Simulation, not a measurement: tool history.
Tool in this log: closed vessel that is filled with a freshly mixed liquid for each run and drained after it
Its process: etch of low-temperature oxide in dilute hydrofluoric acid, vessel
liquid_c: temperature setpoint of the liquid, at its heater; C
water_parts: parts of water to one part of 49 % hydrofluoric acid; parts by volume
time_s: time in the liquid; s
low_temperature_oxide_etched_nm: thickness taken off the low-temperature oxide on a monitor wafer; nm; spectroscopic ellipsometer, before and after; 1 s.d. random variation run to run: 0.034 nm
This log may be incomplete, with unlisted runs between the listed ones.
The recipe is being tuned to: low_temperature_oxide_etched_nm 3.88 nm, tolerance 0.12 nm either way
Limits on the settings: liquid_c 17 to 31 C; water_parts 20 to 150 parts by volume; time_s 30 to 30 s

run  hour  liquid_c  water_parts  time_s  low_temperature_oxide_etched_nm
  1     0        23           85      30                           5.4969
  2   2.5      22.5           85      30                           5.3621
  3  10.3      22.5           85      30                           5.4282
  4  18.4        22           85      30                           5.3123
  5  21.9        22           95      30                           4.6858
  6  25.2      21.5           95      30                           4.5543
  7  33.9        21           95      30                           4.5386
  8    41      20.5           95      30                           4.4139
  9  45.7        20           95      30                           4.3448
 10    49      19.5           95      30                           4.2152

Of the 5 settings listed for the next run, only one would bring every result within its allowed miss of target. Which one?
  A  52.3        20          100      30                                ?
  B  52.3        17           75      30                                ?
  C  52.3        19           95      30                                ?
  D  52.3        18           85      30                                ?
  E  52.3        20          105      30                                ?

move  low_temperature_oxide_etched_nm
   A                           4.1077
   B                           4.9636
   C                           4.1719
   D                           4.5206
   E                           3.8904
A: closes in on the targets versus the last run, not all within tolerance yet
B: lands further from the targets than the last run did
C: closes in on the targets versus the last run, not all within tolerance yet
D: lands further from the targets than the last run did
E: every result within its allowed miss
E is the move that brings every result within its allowed miss.
